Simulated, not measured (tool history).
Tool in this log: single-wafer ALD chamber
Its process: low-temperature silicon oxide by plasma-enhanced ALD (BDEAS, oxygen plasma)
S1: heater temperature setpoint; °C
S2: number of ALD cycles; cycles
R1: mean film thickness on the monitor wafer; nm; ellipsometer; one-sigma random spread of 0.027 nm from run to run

run  hour   S1  S2      R1
  1     0   90  46  7.3205
  2     2   94  45  7.0571
  3    10   97  45  6.9746
  4  11.3   87  45  7.1949
  5  14.2   91  45  7.1765
  6  17.2   95  45  7.0501
  7  23.7   98  45  6.9575
  8  31.4  101  45  6.9485
  9  34.2  103  45  6.9045

What does the tool deliver on the next run?
 10  39.6  104  45   ?

Logged for run 10: R1 6.8523 nm.
